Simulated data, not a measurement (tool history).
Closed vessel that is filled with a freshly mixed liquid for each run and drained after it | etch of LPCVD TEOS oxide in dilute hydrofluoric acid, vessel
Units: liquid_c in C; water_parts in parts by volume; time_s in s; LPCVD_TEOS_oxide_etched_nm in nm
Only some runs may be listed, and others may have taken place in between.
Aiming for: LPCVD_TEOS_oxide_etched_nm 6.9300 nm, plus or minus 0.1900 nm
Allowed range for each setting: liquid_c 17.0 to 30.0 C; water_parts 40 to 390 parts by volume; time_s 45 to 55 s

{"run": 1, "day": 0.0, "liquid_c": 22.0, "water_parts": 215, "time_s": 55, "LPCVD_TEOS_oxide_etched_nm": 6.3223}
{"run": 2, "day": 0.067, "liquid_c": 22.5, "water_parts": 215, "time_s": 55, "LPCVD_TEOS_oxide_etched_nm": 6.4713}
{"run": 3, "day": 0.271, "liquid_c": 19.5, "water_parts": 215, "time_s": 55, "LPCVD_TEOS_oxide_etched_nm": 5.7573}
{"run": 4, "day": 0.412, "liquid_c": 19.5, "water_parts": 150, "time_s": 55, "LPCVD_TEOS_oxide_etched_nm": 8.8035}
{"run": 5, "day": 0.592, "liquid_c": 19.5, "water_parts": 115, "time_s": 55, "LPCVD_TEOS_oxide_etched_nm": 11.823}
{"run": 6, "day": 0.962, "liquid_c": 19.5, "water_parts": 115, "time_s": 55, "LPCVD_TEOS_oxide_etched_nm": 11.966}
{"run": 7, "day": 1.246, "liquid_c": 19.0, "water_parts": 135, "time_s": 55, "LPCVD_TEOS_oxide_etched_nm": 9.6623}
{"day": 1.3, "done": "thermometer replaced"}
{"run": 8, "day": 1.3, "liquid_c": 18.5, "water_parts": 145, "time_s": 55, "LPCVD_TEOS_oxide_etched_nm": 8.2656}
{"run": 9, "day": 1.633, "liquid_c": 18.0, "water_parts": 145, "time_s": 55, "LPCVD_TEOS_oxide_etched_nm": 8.1001}
{"run": 10, "day": 1.846, "liquid_c": 17.5, "water_parts": 150, "time_s": 55, "LPCVD_TEOS_oxide_etched_nm": 7.6441}

Of the 5 settings listed for the next run, only one would bring every result within its allowed miss of target. Which one?
{"run": "A", "day": 2.058, "liquid_c": 18.5, "water_parts": 160, "time_s": 55, "LPCVD_TEOS_oxide_etched_nm": "?"}
{"run": "B", "day": 2.058, "liquid_c": 17.5, "water_parts": 140, "time_s": 50, "LPCVD_TEOS_oxide_etched_nm": "?"}
{"run": "C", "day": 2.058, "liquid_c": 17.5, "water_parts": 165, "time_s": 55, "LPCVD_TEOS_oxide_etched_nm": "?"}
{"run": "D", "day": 2.058, "liquid_c": 17.0, "water_parts": 135, "time_s": 50, "LPCVD_TEOS_oxide_etched_nm": "?"}
{"run": "E", "day": 2.058, "liquid_c": 18.5, "water_parts": 135, "time_s": 55, "LPCVD_TEOS_oxide_etched_nm": "?"}

move=A LPCVD_TEOS_oxide_etched_nm=7.4474
move=B LPCVD_TEOS_oxide_etched_nm=7.5788
move=C LPCVD_TEOS_oxide_etched_nm=6.9026
move=D LPCVD_TEOS_oxide_etched_nm=7.7375
move=E LPCVD_TEOS_oxide_etched_nm=9.0518
A: moves toward the targets from the last run without getting all of them in spec
B: moves toward the targets from the last run without getting all of them in spec
C: every result lands within tolerance
D: moves away from the targets compared with the last run
E: moves away from the targets compared with the last run
The move that meets every target is C.
